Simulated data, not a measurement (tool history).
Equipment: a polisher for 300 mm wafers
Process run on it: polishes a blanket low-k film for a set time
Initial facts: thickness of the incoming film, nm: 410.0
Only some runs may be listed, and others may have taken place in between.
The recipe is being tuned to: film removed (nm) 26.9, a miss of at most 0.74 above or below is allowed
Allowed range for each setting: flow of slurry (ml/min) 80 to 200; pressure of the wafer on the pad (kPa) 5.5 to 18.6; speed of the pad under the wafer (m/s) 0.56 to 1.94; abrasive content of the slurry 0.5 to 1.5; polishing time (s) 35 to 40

run  hour  flow of slurry (ml/min)  pressure of the wafer on the pad (kPa)  speed of the pad under the wafer (m/s)  abrasive content of the slurry  polishing time (s)  film removed (nm)
  1     0                      130                                    11.7                                    1.24                               1                  40             16.189
  2   7.3                      135                                    12.4                                    1.24                               1                  40             17.461
  3  11.7                      135                                    12.4                                    1.24                             0.9                  40             16.594
  4  19.8                      135                                    12.4                                    1.24                             0.9                  40              16.44
  5  26.7                      140                                    13.1                                    1.24                             0.9                  40              17.46
  6  29.1                      140                                    10.3                                    1.24                             0.9                  40             13.889
  7    32                      175                                    13.8                                    1.28                             0.9                  40             19.446
  8  35.9                      175                                    14.5                                    1.28                             0.9                  40             20.294
  9  39.5                      175                                    15.2                                    1.28                             0.9                  40             21.461
 10  45.3                      175                                    15.9                                    1.28                             0.9                  40             22.313
 11  53.6                      175                                    16.5                                    1.28                             0.9                  40             23.192
 12  61.4                      175                                    17.2                                    1.28                             0.9                  40             24.253
 13  64.4                      180                                    17.9                                    1.28                             0.9                  40             25.483
 14    68                      180                                    17.9                                    1.28                             0.9                  40             25.011

Of the 4 settings listed for the next run, only one would bring every result within its allowed miss of target. Which one?
  A  71.6                      185                                    18.6                                    1.32                            0.85                  38                  ?
  B  71.6                      200                                    17.9                                    1.36                             1.2                  36                  ?
  C  71.6                      185                                    18.6                                    1.16                             1.3                  40                  ?
  D  71.6                      165                                    17.9                                     1.5                            0.85                  37                  ?

move  film removed (nm)
   A             25.181
   B             27.271
   C             28.229
   D             25.771
A: nearer than the last run, and not there yet
B: meets every target
C: takes the biggest miss from the last run beyond its target
D: nearer than the last run, and not there yet
B is the move that brings every result within its allowed miss.
